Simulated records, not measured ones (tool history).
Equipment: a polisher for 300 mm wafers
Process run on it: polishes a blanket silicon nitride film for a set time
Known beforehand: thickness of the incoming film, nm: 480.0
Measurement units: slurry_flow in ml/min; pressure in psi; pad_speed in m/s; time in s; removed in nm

{"run": 1, "hour": 0.0, "slurry_flow": 195, "pressure": 3.4, "pad_speed": 0.88, "time": 22, "removed": 31.83}
{"run": 2, "hour": 8.7, "slurry_flow": 195, "pressure": 3.1, "pad_speed": 0.88, "time": 22, "removed": 29.523}
{"run": 3, "hour": 10.1, "slurry_flow": 195, "pressure": 2.8, "pad_speed": 0.88, "time": 22, "removed": 27.109}
{"run": 4, "hour": 13.5, "slurry_flow": 195, "pressure": 3.7, "pad_speed": 0.88, "time": 22, "removed": 35.24}
{"run": 5, "hour": 15.5, "slurry_flow": 195, "pressure": 3.3, "pad_speed": 0.86, "time": 22, "removed": 30.686}
{"run": 6, "hour": 19.0, "slurry_flow": 195, "pressure": 3.3, "pad_speed": 0.86, "time": 19, "removed": 26.365}
{"run": 7, "hour": 22.0, "slurry_flow": 195, "pressure": 3.2, "pad_speed": 0.86, "time": 19, "removed": 25.486}

Estimate the outcome of run 8 from the log above:
{"run": 8, "hour": 30.6, "slurry_flow": 195, "pressure": 3.1, "pad_speed": 0.86, "time": 19, "removed": "?"}

Run 8 produced removed 24.857 nm.
